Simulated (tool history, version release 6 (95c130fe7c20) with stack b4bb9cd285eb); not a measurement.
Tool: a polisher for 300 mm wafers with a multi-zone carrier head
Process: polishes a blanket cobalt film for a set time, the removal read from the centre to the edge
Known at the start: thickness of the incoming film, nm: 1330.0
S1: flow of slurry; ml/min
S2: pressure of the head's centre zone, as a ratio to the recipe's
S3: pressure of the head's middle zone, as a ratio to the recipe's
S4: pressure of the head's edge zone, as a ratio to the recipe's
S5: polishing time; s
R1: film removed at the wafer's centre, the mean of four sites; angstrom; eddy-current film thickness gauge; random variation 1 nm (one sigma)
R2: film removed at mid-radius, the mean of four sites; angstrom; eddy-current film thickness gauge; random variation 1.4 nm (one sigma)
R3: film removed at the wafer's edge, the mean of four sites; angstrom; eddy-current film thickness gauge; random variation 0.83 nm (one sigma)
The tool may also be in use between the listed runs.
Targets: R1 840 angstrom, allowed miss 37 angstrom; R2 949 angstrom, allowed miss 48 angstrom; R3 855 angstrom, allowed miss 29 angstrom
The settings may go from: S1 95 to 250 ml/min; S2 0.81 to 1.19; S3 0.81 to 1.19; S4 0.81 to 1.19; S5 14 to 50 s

{"run": 1, "hour": 0.0, "S1": 160, "S2": 1, "S3": 1, "S4": 1, "S5": 32, "R1": 1187.8, "R2": 1183.6, "R3": 1174.9}
{"run": 2, "hour": 4.7, "S1": 160, "S2": 1, "S3": 1, "S4": 0.96, "S5": 32, "R1": 1166.8, "R2": 1185.3, "R3": 1167.4}
{"run": 3, "hour": 11.3, "S1": 160, "S2": 1, "S3": 1.02, "S4": 0.94, "S5": 30, "R1": 1091.3, "R2": 1115.4, "R3": 1055.5}
{"run": 4, "hour": 20.1, "S1": 160, "S2": 1, "S3": 1.02, "S4": 0.94, "S5": 34, "R1": 1238.3, "R2": 1295.1, "R3": 1224.7}
{"run": 5, "hour": 23.9, "S1": 155, "S2": 0.98, "S3": 1.02, "S4": 0.92, "S5": 32, "R1": 1150.1, "R2": 1190.6, "R3": 1123.1}
{"run": 6, "hour": 32.0, "S1": 150, "S2": 0.95, "S3": 1.03, "S4": 0.91, "S5": 30, "R1": 1020.8, "R2": 1126.9, "R3": 1043.9}
{"run": 7, "hour": 36.0, "S1": 150, "S2": 0.95, "S3": 1.03, "S4": 0.91, "S5": 30, "R1": 1018.8, "R2": 1123.9, "R3": 1068.8}
{"run": 8, "hour": 37.9, "S1": 150, "S2": 0.95, "S3": 1.04, "S4": 0.89, "S5": 29, "R1": 1004.1, "R2": 1084.3, "R3": 1021.3}
{"run": 9, "hour": 38.5, "S1": 145, "S2": 0.94, "S3": 1.05, "S4": 0.88, "S5": 28, "R1": 933.72, "R2": 1030, "R3": 965.12}
{"run": 10, "hour": 46.2, "S1": 140, "S2": 0.94, "S3": 1.06, "S4": 0.86, "S5": 28, "R1": 938.71, "R2": 1048.6, "R3": 962.15}
{"run": 11, "hour": 53.4, "S1": 140, "S2": 0.94, "S3": 1.06, "S4": 0.85, "S5": 27, "R1": 896.07, "R2": 1002.6, "R3": 937.51}
{"run": 12, "hour": 54.0, "S1": 140, "S2": 0.95, "S3": 1.07, "S4": 0.84, "S5": 26, "R1": 874.16, "R2": 1019, "R3": 886.31}

4 next moves are on the table. One of them brings every result within its allowed miss. Which?
{"run": "A", "hour": 54.6, "S1": 120, "S2": 1.01, "S3": 1.03, "S4": 0.88, "S5": 24, "R1": "?", "R2": "?", "R3": "?"}
{"run": "B", "hour": 54.6, "S1": 140, "S2": 0.93, "S3": 1.07, "S4": 0.83, "S5": 25, "R1": "?", "R2": "?", "R3": "?"}
{"run": "C", "hour": 54.6, "S1": 155, "S2": 1.01, "S3": 1.14, "S4": 0.81, "S5": 23, "R1": "?", "R2": "?", "R3": "?"}
{"run": "D", "hour": 54.6, "S1": 125, "S2": 0.96, "S3": 0.95, "S4": 0.88, "S5": 25, "R1": "?", "R2": "?", "R3": "?"}

move=A R1=866.3 R2=863.65 R3=795.51
move=B R1=852.63 R2=951.35 R3=827.77
move=C R1=866.88 R2=937.1 R3=763.48
move=D R1=863.01 R2=845.86 R3=833.21
A: takes the result that was furthest off past its target
B: meets every target
C: brings the result that was furthest off to its target, and leaves another outside
D: takes the result that was furthest off past its target
The right move is B.

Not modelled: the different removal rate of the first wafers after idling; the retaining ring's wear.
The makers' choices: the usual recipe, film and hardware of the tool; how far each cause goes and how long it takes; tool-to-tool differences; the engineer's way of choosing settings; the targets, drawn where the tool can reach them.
